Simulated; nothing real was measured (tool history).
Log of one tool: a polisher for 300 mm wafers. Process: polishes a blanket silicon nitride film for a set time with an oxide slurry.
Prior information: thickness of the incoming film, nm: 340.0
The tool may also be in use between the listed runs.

run,hour,flow of slurry (ml/min),pressure of the wafer on the pad (psi),speed of the pad under the wafer (m/s),abrasive content of the slurry,polishing time (s),film removed (Å)
1,0.0,315,4.5,1.26,1.0,33,277.18
2,5.9,315,4.7,1.26,1.0,33,291.31
3,11.3,315,4.7,1.26,1.0,33,287.37
4,17.9,315,4.1,1.26,1.0,33,256.11
5,18.6,315,4.1,1.26,1.2,33,283.50
6,24.0,315,4.3,1.26,1.2,33,288.81
7,30.7,315,4.5,1.26,1.2,33,307.05

What does the tool deliver on the next run?
8,38.2,315,4.6,1.26,1.2,33,?

For run 8 the tool returned film removed (Å) 317.31.

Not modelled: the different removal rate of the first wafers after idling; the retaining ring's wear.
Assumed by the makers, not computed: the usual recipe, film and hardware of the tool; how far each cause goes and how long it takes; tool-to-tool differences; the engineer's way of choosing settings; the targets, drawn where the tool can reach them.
